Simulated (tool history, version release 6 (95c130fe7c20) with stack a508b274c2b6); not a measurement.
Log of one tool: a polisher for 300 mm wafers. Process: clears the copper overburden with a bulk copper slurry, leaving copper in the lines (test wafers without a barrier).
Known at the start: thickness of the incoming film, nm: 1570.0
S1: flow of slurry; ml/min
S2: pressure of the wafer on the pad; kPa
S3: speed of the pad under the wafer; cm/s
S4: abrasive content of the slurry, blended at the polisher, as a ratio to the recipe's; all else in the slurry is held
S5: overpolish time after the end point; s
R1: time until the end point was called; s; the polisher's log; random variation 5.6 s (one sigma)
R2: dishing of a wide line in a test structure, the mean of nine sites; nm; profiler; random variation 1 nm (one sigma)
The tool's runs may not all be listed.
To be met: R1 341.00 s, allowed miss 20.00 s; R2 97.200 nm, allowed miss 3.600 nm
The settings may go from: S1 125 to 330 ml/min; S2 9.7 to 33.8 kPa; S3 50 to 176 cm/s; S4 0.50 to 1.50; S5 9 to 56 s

run,day,S1,S2,S3,S4,S5,R1,R2
1,0.000,210,21.4,112,1.00,29,182.99,119.600
2,0.367,210,20.0,110,1.00,31,202.65,117.730
3,0.454,210,18.6,110,1.00,32,217.90,114.160
4,0.725,210,18.6,110,1.00,25,210.27,101.740
5,0.946,210,17.2,108,1.00,27,233.67,97.998
6,0.996,210,16.5,106,1.00,29,239.69,100.090
7,1.088,205,10.3,94,1.00,42,387.70,89.713
8,1.275,210,13.1,94,1.00,41,315.56,99.090

4 next moves are on the table. One of them brings every result within its allowed miss. Which?
A,1.462,210,15.2,96,0.90,34,?,?
B,1.462,305,17.2,76,1.20,27,?,?
C,1.462,295,15.9,68,0.95,39,?,?
D,1.462,220,12.4,102,1.20,45,?,?

move,R1,R2
A,286.53,99.841
B,280.53,89.699
C,342.24,98.207
D,299.95,108.560
A: further off than the last run
B: further off than the last run
C: meets every target
D: further off than the last run
Move C is the one to make.

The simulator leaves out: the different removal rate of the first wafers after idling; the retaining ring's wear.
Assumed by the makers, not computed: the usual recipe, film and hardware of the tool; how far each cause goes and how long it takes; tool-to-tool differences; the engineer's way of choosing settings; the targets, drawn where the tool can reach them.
